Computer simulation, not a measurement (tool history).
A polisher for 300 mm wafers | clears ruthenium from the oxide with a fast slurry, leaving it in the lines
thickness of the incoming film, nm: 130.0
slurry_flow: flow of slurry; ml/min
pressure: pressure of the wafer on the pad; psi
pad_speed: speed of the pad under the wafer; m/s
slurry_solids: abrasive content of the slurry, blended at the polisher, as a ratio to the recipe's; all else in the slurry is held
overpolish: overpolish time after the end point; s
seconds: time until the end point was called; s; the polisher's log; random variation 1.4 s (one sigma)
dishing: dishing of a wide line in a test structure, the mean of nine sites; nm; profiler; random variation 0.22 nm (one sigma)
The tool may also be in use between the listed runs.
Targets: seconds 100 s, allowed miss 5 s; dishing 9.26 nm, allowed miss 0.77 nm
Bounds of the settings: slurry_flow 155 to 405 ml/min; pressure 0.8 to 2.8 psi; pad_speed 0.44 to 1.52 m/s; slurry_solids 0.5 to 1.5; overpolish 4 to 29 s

run	day	slurry_flow	pressure	pad_speed	slurry_solids	overpolish	seconds	dishing
1	0	260	1.8	0.98	1	15	49.16	31.219
2	0.238	260	1.8	0.98	1	21	50.202	44.132
3	0.546	305	1.8	0.98	1	21	48.992	42.437
4	0.692	305	1.8	0.98	1	15	47.494	31.397
5	1.042	305	2	0.98	1	15	45.503	33.93
6	1.146	305	2	0.78	1	15	56.424	27.955
7	1.3	305	1.8	0.74	1	13	63.345	22.771
8	1.496	305	1.6	0.7	1	11	72.262	17.104
# day 1.833: slurry nozzle cleaned
9	1.833	305	1.4	0.7	1	10	75.241	14.847
10	1.962	305	1.3	0.68	1	9	80.557	12.749
11	2.154	305	1.2	0.68	1	9	83.193	12.564
12	2.296	305	1.1	0.66	1	9	91.931	11.816
13	2.567	305	1.1	0.66	1	8	90.319	10.103

Which of these 4 next moves meets every target?
A	2.838	315	1.3	0.6	0.95	9	?	?
B	2.838	385	1.3	0.7	0.95	8	?	?
C	2.838	375	1	0.86	0.9	8	?	?
D	2.838	275	0.9	0.74	0.8	8	?	?

move	seconds	dishing
A	93.416	11.062
B	79.615	11.516
C	76.595	11.949
D	100.19	9.2356
A: further off than the last run
B: further off than the last run
C: further off than the last run
D: meets every target
Move D is the one to make.
